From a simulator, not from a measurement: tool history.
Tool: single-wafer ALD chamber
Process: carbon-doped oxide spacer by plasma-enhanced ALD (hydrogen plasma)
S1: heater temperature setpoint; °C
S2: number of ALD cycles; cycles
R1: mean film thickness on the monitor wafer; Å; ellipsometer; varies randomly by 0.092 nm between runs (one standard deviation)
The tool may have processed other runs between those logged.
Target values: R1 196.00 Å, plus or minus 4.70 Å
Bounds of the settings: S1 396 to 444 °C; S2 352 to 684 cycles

run 1 hour=0.0 | S1=420 S2=518 | R1=224.77
run 2 hour=5.4 | S1=420 S2=475 | R1=206.10
run 3 hour=7.1 | S1=422 S2=470 | R1=201.77
run 4 hour=8.7 | S1=422 S2=525 | R1=227.17
run 5 hour=10.1 | S1=422 S2=486 | R1=207.20
run 6 hour=12.3 | S1=424 S2=483 | R1=206.73
run 7 hour=12.9 | S1=425 S2=477 | R1=203.45
run 8 hour=18.0 | S1=426 S2=473 | R1=201.76

Exercise: of the 4 proposed moves below, exactly one satisfies all targets within the stated allowed misses. Which move is it?
run A hour=23.1 | S1=441 S2=523 | R1=?
run B hour=23.1 | S1=439 S2=527 | R1=?
run C hour=23.1 | S1=416 S2=449 | R1=?
run D hour=23.1 | S1=429 S2=503 | R1=?

move=A R1=212.95
move=B R1=215.96
move=C R1=197.58
move=D R1=212.74
A: moves away from the targets compared with the last run
B: moves away from the targets compared with the last run
C: meets every target
D: moves away from the targets compared with the last run
Go with C: it meets all targets.
